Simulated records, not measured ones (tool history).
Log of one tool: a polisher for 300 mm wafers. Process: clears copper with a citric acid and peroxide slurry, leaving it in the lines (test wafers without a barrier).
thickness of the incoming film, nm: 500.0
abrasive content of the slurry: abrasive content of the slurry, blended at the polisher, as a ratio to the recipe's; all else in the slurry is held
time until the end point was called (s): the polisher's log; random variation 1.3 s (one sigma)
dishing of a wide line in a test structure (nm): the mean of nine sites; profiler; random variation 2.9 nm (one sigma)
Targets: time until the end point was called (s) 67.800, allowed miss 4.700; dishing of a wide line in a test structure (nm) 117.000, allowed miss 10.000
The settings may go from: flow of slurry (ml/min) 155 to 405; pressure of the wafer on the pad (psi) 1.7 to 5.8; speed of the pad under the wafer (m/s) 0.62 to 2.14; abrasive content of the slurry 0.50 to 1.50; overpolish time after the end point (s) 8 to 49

| run | hour | flow of slurry (ml/min) | pressure of the wafer on the pad (psi) | speed of the pad under the wafer (m/s) | abrasive content of the slurry | overpolish time after the end point (s) | time until the end point was called (s) | dishing of a wide line in a test structure (nm) |
|---|---|---|---|---|---|---|---|---|
| 1 | 0.0 | 260 | 3.7 | 1.38 | 1.00 | 25 | 121.860 | 67.136 |
| 2 | 5.6 | 260 | 4.4 | 1.38 | 1.00 | 25 | 108.720 | 74.946 |
| 3 | 9.4 | 260 | 4.6 | 1.44 | 1.00 | 25 | 97.438 | 81.500 |
| 4 | 17.1 | 260 | 4.8 | 1.46 | 1.00 | 25 | 94.118 | 84.399 |
| 5 | 18.4 | 260 | 5.0 | 1.50 | 1.00 | 25 | 87.321 | 87.559 |
| 6 | 27.0 | 260 | 5.0 | 1.50 | 1.00 | 21 | 83.057 | 74.543 |
| 7 | 30.5 | 260 | 5.1 | 1.52 | 1.00 | 22 | 84.087 | 82.597 |
| 8 | 37.4 | 260 | 5.2 | 1.54 | 1.00 | 23 | 80.804 | 83.516 |
| 9 | 38.6 | 260 | 5.3 | 1.56 | 1.00 | 24 | 79.534 | 86.804 |
| 10 | 42.8 | 260 | 5.4 | 1.58 | 1.00 | 25 | 80.109 | 93.100 |

4 next moves are on the table. One of them brings every result within its allowed miss. Which?
| A | 47.0 | 225 | 4.4 | 1.66 | 0.95 | 47 | ? | ? |
| B | 47.0 | 225 | 4.9 | 1.38 | 1.30 | 45 | ? | ? |
| C | 47.0 | 180 | 4.5 | 1.48 | 0.85 | 21 | ? | ? |
| D | 47.0 | 245 | 5.8 | 1.72 | 1.10 | 30 | ? | ? |

| move | time until the end point was called (s) | dishing of a wide line in a test structure (nm) |
|---|---|---|
| A | 92.572 | 115.640 |
| B | 92.787 | 114.220 |
| C | 103.320 | 63.829 |
| D | 68.082 | 109.830 |
A: further off than the last run
B: further off than the last run
C: further off than the last run
D: meets every target
The right move is D.
